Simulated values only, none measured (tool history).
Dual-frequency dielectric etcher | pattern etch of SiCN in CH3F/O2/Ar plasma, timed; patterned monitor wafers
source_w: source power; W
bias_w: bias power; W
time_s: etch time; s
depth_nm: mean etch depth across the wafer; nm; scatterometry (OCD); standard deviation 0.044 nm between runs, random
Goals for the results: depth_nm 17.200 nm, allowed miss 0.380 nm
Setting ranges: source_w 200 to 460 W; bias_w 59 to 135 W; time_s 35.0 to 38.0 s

{"run": 1, "day": 0.0, "source_w": 330, "bias_w": 97, "time_s": 38.0, "depth_nm": 14.06}
{"run": 2, "day": 0.308, "source_w": 350, "bias_w": 101, "time_s": 38.0, "depth_nm": 14.706}
{"run": 3, "day": 0.571, "source_w": 350, "bias_w": 109, "time_s": 38.0, "depth_nm": 15.365}
{"run": 4, "day": 0.833, "source_w": 360, "bias_w": 110, "time_s": 38.0, "depth_nm": 15.559}
{"run": 5, "day": 1.108, "source_w": 410, "bias_w": 110, "time_s": 38.0, "depth_nm": 16.074}
{"run": 6, "day": 1.392, "source_w": 410, "bias_w": 99, "time_s": 38.0, "depth_nm": 15.112}
{"run": 7, "day": 1.433, "source_w": 420, "bias_w": 103, "time_s": 38.0, "depth_nm": 15.616}
{"day": 1.658, "done": "source power generator calibrated"}
{"run": 8, "day": 1.658, "source_w": 430, "bias_w": 106, "time_s": 38.0, "depth_nm": 16.127}
{"run": 9, "day": 1.85, "source_w": 430, "bias_w": 108, "time_s": 38.0, "depth_nm": 16.175}
{"run": 10, "day": 2.2, "source_w": 430, "bias_w": 110, "time_s": 38.0, "depth_nm": 16.46}
{"run": 11, "day": 2.233, "source_w": 430, "bias_w": 111, "time_s": 38.0, "depth_nm": 16.556}

Of the 4 settings listed for the next run, only one would bring every result within its allowed miss of target. Which one?
{"run": "A", "day": 2.267, "source_w": 450, "bias_w": 118, "time_s": 37.5, "depth_nm": "?"}
{"run": "B", "day": 2.267, "source_w": 460, "bias_w": 108, "time_s": 38.0, "depth_nm": "?"}
{"run": "C", "day": 2.267, "source_w": 460, "bias_w": 109, "time_s": 37.5, "depth_nm": "?"}
{"run": "D", "day": 2.267, "source_w": 440, "bias_w": 116, "time_s": 36.5, "depth_nm": "?"}

move=A depth_nm=17.095
move=B depth_nm=16.563
move=C depth_nm=16.433
move=D depth_nm=16.380
A: all results land within tolerance of their targets
B: just as far off the targets as the last run
C: lands further from the targets than the last run did
D: lands further from the targets than the last run did
Go with A: it meets all targets.
